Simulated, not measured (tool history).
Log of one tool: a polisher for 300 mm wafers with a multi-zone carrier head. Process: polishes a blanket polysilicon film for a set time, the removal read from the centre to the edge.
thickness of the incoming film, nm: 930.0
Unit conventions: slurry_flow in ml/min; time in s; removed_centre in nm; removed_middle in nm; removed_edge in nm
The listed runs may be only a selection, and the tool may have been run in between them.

run 1 day=0.000 | slurry_flow=310 centre_zone=1.00 middle_zone=1.00 edge_zone=1.00 time=52 | removed_centre=332.63 removed_middle=325.28 removed_edge=335.12
run 2 day=0.188 | slurry_flow=300 centre_zone=0.96 middle_zone=0.95 edge_zone=0.99 time=46 | removed_centre=276.76 removed_middle=282.42 removed_edge=301.10
run 3 day=0.483 | slurry_flow=300 centre_zone=0.96 middle_zone=0.95 edge_zone=0.95 time=46 | removed_centre=281.45 removed_middle=277.31 removed_edge=288.81
run 4 day=0.850 | slurry_flow=230 centre_zone=0.96 middle_zone=0.95 edge_zone=0.95 time=46 | removed_centre=269.27 removed_middle=274.15 removed_edge=274.24
run 5 day=1.112 | slurry_flow=260 centre_zone=0.95 middle_zone=0.91 edge_zone=0.95 time=41 | removed_centre=246.15 removed_middle=232.89 removed_edge=249.56
run 6 day=1.383 | slurry_flow=260 centre_zone=0.89 middle_zone=0.91 edge_zone=0.95 time=41 | removed_centre=226.90 removed_middle=232.04 removed_edge=250.91
run 7 day=1.692 | slurry_flow=245 centre_zone=0.86 middle_zone=0.81 edge_zone=0.93 time=34 | removed_centre=181.23 removed_middle=170.26 removed_edge=202.93

Run 8 is up next; what results do you expect?
run 8 day=1.992 | slurry_flow=270 centre_zone=0.87 middle_zone=0.83 edge_zone=0.95 time=34 | removed_centre=? removed_middle=? removed_edge=?

{"run 8": {"removed_centre": 183.95, "removed_middle": 180.13, "removed_edge": 208.52}}
